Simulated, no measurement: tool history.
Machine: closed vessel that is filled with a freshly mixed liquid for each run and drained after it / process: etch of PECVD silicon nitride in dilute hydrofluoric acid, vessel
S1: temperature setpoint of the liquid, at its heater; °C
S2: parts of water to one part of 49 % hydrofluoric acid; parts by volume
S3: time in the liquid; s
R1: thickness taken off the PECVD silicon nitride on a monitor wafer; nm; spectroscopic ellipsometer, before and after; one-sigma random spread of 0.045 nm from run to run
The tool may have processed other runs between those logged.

| run | hour | S1 | S2 | S3 | R1 |
|---|---|---|---|---|---|
| 1 | 0 | 20 | 185 | 140 | 3.8312 |
| 2 | 7.4 | 18.5 | 185 | 140 | 3.4461 |
| 3 | 15.1 | 20 | 180 | 140 | 3.903 |
| 4 | 24.5 | 17 | 180 | 140 | 3.1795 |
| 5 | 30.7 | 17 | 180 | 140 | 3.171 |
| 6 | 36 | 18.5 | 175 | 140 | 3.652 |
| 7 | 37.6 | 20 | 170 | 140 | 4.1314 |
| 8 | 43.9 | 21 | 165 | 140 | 4.4853 |
| 9 | 52.6 | 22 | 160 | 140 | 4.9808 |
| 10 | 55.6 | 23 | 160 | 140 | 5.2578 |

The next listed run, before its measurement:
| 11 | 57.8 | 23.5 | 155 | 140 | ? |

R1: 5.6629 nm
